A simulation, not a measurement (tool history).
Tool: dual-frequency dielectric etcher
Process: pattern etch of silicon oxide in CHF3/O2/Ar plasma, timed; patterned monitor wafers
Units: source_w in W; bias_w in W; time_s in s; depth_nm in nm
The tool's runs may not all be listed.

run	hour	source_w	bias_w	time_s	depth_nm
1	0	500	165	248.5	487.76
2	1.8	480	161	247	477.03
3	2.9	470	157	245.5	468.73
4	4	430	157	245.5	451.83
5	9.5	430	157	248.5	458.23
6	13.6	420	154	247.5	441.6
7	14.9	410	153	247.5	442.57
8	15.5	400	152	247	433.73
9	16.2	390	151	247	435.7
10	21.6	380	150	246.5	429.26

Forecast run 11:
11	23.2	380	149	246.5	?

{"run 11": {"depth_nm": 423.5}}

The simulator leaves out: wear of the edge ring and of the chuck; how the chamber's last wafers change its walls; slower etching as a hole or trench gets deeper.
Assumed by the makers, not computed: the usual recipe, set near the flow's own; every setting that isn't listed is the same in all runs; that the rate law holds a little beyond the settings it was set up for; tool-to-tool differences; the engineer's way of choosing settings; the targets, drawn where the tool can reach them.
